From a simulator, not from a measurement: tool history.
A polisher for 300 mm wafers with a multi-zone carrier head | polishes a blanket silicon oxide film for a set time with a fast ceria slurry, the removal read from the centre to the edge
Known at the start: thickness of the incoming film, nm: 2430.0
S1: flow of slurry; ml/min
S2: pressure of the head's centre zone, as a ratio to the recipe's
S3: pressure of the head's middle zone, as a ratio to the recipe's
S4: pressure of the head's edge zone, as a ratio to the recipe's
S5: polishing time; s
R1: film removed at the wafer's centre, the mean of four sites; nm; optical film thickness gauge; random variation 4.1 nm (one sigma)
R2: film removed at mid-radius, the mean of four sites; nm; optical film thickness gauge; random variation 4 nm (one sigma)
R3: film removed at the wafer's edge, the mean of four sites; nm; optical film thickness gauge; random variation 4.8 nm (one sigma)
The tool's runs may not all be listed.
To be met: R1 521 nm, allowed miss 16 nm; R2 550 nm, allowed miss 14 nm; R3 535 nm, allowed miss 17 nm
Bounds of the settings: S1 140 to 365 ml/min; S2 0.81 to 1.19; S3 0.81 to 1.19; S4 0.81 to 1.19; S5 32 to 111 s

run    day   S1    S2    S3    S4  S5      R1      R2      R3
  1      0  235     1     1     1  71  803.26  817.16  804.29
  2   0.35  235     1     1     1  65  717.95  747.29  737.07
  3  0.721  230  0.99  0.98  0.95  60  670.86  669.66  664.99
  4  0.746  225  0.95  0.98  0.91  57  612.37  638.81  622.23
  5  1.092  215  0.93  0.97  0.88  55  571.78  608.69  592.49
  6  1.133  215  0.93  0.97  0.84  55  564.67  611.87  577.08
  7  1.338  180  0.92  0.91  0.81  51  509.06  520.75  521.63
  8  1.388  190  0.92  0.92  0.81  51  514.33  531.43  512.31
  9  1.504  200  0.92  0.92  0.82  51  510.13  533.46  527.59

Which of these 5 next moves meets every target?
  A  1.621  140  0.84  0.94  0.84  55   ?   ?   ?
  B  1.621  185  0.91  0.93  0.84  55   ?   ?   ?
  C  1.621  165   0.9  1.08  0.96  50   ?   ?   ?
  D  1.621  295  0.85  0.88  0.89  49   ?   ?   ?
  E  1.621  175  0.93  0.96  0.86  52   ?   ?   ?

move      R1      R2      R3
   A  478.45  539.48  537.88
   B     549  566.68  561.14
   C  482.77  571.92  532.76
   D  493.94  514.03  538.61
   E  523.38  544.57  531.95
A: brings the result that was furthest off to its target, and leaves another outside
B: takes the result that was furthest off past its target
C: takes the result that was furthest off past its target
D: further off than the last run
E: meets every target
The right move is E.

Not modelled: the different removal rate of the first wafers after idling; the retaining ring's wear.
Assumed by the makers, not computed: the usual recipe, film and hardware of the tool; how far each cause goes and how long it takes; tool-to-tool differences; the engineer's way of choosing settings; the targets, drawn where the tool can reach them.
